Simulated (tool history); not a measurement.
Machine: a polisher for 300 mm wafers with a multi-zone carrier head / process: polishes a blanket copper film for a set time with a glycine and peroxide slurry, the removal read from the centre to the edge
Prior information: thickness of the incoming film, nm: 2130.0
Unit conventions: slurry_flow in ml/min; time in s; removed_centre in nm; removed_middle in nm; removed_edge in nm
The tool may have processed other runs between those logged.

| run | day | slurry_flow | centre_zone | middle_zone | edge_zone | time | removed_centre | removed_middle | removed_edge |
|---|---|---|---|---|---|---|---|---|---|
| 1 | 0 | 165 | 1 | 1 | 1 | 40 | 287.86 | 279.26 | 285.03 |
| 2 | 0.183 | 165 | 1 | 1 | 1.08 | 40 | 287.93 | 270.99 | 297.02 |
| 3 | 0.329 | 180 | 1.02 | 1 | 1.06 | 40 | 302.15 | 279.39 | 295.24 |
| 4 | 0.354 | 190 | 1.03 | 0.99 | 1.05 | 40 | 308.86 | 284.92 | 303.02 |
| 5 | 0.504 | 195 | 1.05 | 0.98 | 1.03 | 40 | 319.39 | 280.61 | 292.52 |
| 6 | 0.667 | 200 | 1.06 | 0.98 | 1.02 | 40 | 319.39 | 276.04 | 296.45 |
| 7 | 0.692 | 205 | 1.07 | 0.99 | 1 | 40 | 325.06 | 287.07 | 303.78 |
| 8 | 1.012 | 210 | 1.09 | 0.99 | 0.97 | 40 | 328.69 | 287.93 | 296.93 |

Predict the results of run 9:
| 9 | 1.342 | 215 | 1.1 | 0.99 | 0.95 | 40 | ? | ? | ? |

{"run 9": {"removed_centre": 335.18, "removed_middle": 287.25, "removed_edge": 285.79}}
